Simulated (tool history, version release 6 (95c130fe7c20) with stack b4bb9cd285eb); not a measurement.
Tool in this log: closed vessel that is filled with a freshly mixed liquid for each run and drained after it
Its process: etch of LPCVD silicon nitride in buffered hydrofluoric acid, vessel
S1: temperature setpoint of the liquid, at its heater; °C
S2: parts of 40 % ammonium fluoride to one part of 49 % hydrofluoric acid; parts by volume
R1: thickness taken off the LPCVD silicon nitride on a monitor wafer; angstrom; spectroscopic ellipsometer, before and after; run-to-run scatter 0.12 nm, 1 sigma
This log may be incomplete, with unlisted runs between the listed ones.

run 1 hour=0.0 | S1=22.0 S2=10.5 time_in_the_liquid_(s)=2765 | R1=312.31
run 2 hour=6.7 | S1=21.5 S2=10.5 time_in_the_liquid_(s)=2765 | R1=305.30
run 3 hour=8.2 | S1=23.5 S2=10.5 time_in_the_liquid_(s)=2765 | R1=340.69
run 4 hour=16.6 | S1=23.0 S2=10.5 time_in_the_liquid_(s)=2765 | R1=326.94
run 5 hour=23.1 | S1=25.5 S2=10.5 time_in_the_liquid_(s)=2765 | R1=375.22
run 6 hour=28.5 | S1=25.5 S2=12.0 time_in_the_liquid_(s)=2765 | R1=330.97

Run 7 comes next. What will it give?
run 7 hour=37.1 | S1=25.0 S2=12.0 time_in_the_liquid_(s)=2765 | R1=?

Run 7 came out at R1 318.50 angstrom.
